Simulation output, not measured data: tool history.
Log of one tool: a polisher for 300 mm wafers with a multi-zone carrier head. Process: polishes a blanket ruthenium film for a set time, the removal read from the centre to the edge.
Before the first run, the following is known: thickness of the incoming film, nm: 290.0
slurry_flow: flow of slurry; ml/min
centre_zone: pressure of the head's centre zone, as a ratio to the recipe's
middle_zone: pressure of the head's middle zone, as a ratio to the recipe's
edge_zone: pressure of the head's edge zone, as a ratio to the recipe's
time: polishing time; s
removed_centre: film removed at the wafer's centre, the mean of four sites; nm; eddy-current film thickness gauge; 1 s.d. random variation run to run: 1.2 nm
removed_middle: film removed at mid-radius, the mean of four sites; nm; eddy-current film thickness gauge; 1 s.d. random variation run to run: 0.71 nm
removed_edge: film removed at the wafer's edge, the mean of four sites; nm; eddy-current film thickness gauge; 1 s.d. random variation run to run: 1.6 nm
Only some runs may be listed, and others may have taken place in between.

{"run": 1, "hour": 0.0, "slurry_flow": 310, "centre_zone": 1, "middle_zone": 1, "edge_zone": 1, "time": 75, "removed_centre": 82.609, "removed_middle": 84.826, "removed_edge": 88.91}
{"run": 2, "hour": 1.9, "slurry_flow": 310, "centre_zone": 1, "middle_zone": 1, "edge_zone": 1, "time": 83, "removed_centre": 93.113, "removed_middle": 93.652, "removed_edge": 94.876}
{"run": 3, "hour": 4.7, "slurry_flow": 320, "centre_zone": 1.03, "middle_zone": 1, "edge_zone": 1.05, "time": 87, "removed_centre": 100.17, "removed_middle": 97.91, "removed_edge": 104.5}
{"run": 4, "hour": 13.0, "slurry_flow": 320, "centre_zone": 1.03, "middle_zone": 1, "edge_zone": 1.1, "time": 87, "removed_centre": 99.661, "removed_middle": 96.889, "removed_edge": 105.08}
{"run": 5, "hour": 15.3, "slurry_flow": 330, "centre_zone": 1.07, "middle_zone": 1.01, "edge_zone": 1.11, "time": 90, "removed_centre": 107, "removed_middle": 102.57, "removed_edge": 108.66}
{"run": 6, "hour": 22.6, "slurry_flow": 330, "centre_zone": 1.03, "middle_zone": 1.01, "edge_zone": 1.11, "time": 90, "removed_centre": 102.49, "removed_middle": 102.41, "removed_edge": 109.14}

Expected results for the next run?
{"run": 7, "hour": 23.4, "slurry_flow": 330, "centre_zone": 1.06, "middle_zone": 1.01, "edge_zone": 1.12, "time": 92, "removed_centre": "?", "removed_middle": "?", "removed_edge": "?"}

{"run 7": {"removed_centre": 107.33, "removed_middle": 104.89, "removed_edge": 112.1}}
